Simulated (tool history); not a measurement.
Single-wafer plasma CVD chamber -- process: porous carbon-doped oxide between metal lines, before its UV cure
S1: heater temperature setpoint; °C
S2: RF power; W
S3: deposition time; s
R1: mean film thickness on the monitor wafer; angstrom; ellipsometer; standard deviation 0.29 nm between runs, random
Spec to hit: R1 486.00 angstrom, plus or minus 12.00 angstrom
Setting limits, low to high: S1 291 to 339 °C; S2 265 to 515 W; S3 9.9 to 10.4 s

run 1 day=0.000 | S1=315 S2=390 S3=10.4 | R1=422.28
run 2 day=0.221 | S1=310 S2=400 S3=10.4 | R1=445.44
run 3 day=0.258 | S1=310 S2=400 S3=10.4 | R1=445.38
run 4 day=0.467 | S1=307 S2=405 S3=10.4 | R1=456.26
run 5 day=0.629 | S1=307 S2=405 S3=9.9 | R1=435.04
run 6 day=0.779 | S1=304 S2=415 S3=9.9 | R1=452.92
run 7 day=0.962 | S1=302 S2=420 S3=9.9 | R1=455.29
run 8 day=1.183 | S1=301 S2=425 S3=9.9 | R1=471.08
run 9 day=1.483 | S1=300 S2=425 S3=9.9 | R1=462.86
run 10 day=1.575 | S1=299 S2=430 S3=9.9 | R1=467.57

Of the 4 settings listed for the next run, only one would bring every result within its allowed miss of target. Which one?
run A day=1.667 | S1=294 S2=395 S3=9.9 | R1=?
run B day=1.667 | S1=308 S2=395 S3=10.4 | R1=?
run C day=1.667 | S1=294 S2=430 S3=9.9 | R1=?
run D day=1.667 | S1=301 S2=425 S3=9.9 | R1=?

move=A R1=459.47
move=B R1=448.37
move=C R1=490.09
move=D R1=468.23
A: its largest miss is bigger than the last run's
B: its largest miss is bigger than the last run's
C: each result inside its tolerance
D: just as far off the targets as the last run
The move that meets every target is C.
